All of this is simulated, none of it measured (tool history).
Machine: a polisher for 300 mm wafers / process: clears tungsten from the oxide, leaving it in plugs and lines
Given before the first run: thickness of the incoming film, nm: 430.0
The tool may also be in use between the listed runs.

run,hour,flow of slurry (ml/min),pressure of the wafer on the pad (psi),speed of the pad under the wafer (cm/s),abrasive content of the slurry,overpolish time after the end point (s),time until the end point was called (s)
1,0.0,205,3.0,100,1.0,9,102.77
2,7.7,205,2.6,98,1.0,9,121.99
3,8.6,205,2.4,96,1.0,9,137.24
4,13.5,205,2.3,96,1.0,9,138.80
5,16.7,160,2.3,96,1.0,9,138.55
6,18.8,160,2.2,96,1.0,9,144.68
7,26.6,160,2.1,96,1.0,9,152.24

Expected results for the next run?
8,27.1,160,2.0,96,1.0,9,?

Run 8 measured time until the end point was called (s) 157.84.
